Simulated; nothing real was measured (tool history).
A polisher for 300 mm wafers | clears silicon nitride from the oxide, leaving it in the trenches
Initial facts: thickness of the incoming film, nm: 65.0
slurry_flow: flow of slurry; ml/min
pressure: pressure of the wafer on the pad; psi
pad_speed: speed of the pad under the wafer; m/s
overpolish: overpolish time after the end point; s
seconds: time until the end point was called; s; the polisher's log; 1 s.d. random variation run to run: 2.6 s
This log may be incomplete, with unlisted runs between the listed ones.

run	hour	slurry_flow	pressure	pad_speed	overpolish	seconds
1	0	225	1.9	1.28	40	84.075
2	2.7	225	1.8	1.26	40	85.42
3	5.2	225	1.7	1.22	40	94.65
4	11.6	225	2.1	1.22	40	81.011
5	16.5	225	1.9	1.2	40	87.587
6	22.2	225	1.7	1.18	40	98.006

Forecast run 7:
7	28.4	225	1.7	1.18	40	?

Run 7 came out at seconds 100.51 s.
